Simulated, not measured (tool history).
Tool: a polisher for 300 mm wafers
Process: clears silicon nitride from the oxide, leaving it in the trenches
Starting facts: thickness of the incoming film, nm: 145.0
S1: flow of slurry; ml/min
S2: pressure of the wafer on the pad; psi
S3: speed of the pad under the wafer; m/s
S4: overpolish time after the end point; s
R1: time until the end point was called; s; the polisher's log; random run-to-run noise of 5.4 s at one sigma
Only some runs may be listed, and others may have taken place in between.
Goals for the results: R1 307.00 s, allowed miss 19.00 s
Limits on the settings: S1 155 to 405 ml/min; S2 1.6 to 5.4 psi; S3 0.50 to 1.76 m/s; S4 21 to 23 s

run,hour,S1,S2,S3,S4,R1
1,0.0,260,3.5,1.12,21,127.26
2,2.2,255,2.9,0.98,21,173.08
3,7.7,255,2.5,0.90,21,202.62
4,9.5,255,2.2,0.82,21,242.98
5,14.9,315,2.2,0.82,21,240.40
6,16.8,345,2.2,0.82,21,248.17
7,17.4,345,2.0,0.80,21,270.89
8,23.6,345,1.9,0.80,21,272.46
9,27.2,345,1.9,0.80,21,274.82

Which one of the following 4 next-run settings gets every result inside its allowed miss? There is exactly one.
A,30.8,265,2.3,0.86,21,?
B,30.8,335,1.9,0.80,23,?
C,30.8,350,1.7,0.74,22,?
D,30.8,330,2.3,0.70,21,?

move,R1
A,225.37
B,270.18
C,310.92
D,260.41
A: the biggest miss grows against the last run
B: the biggest miss grows against the last run
C: every result within its allowed miss
D: the biggest miss grows against the last run
So the answer is move C, the one that meets all the targets.
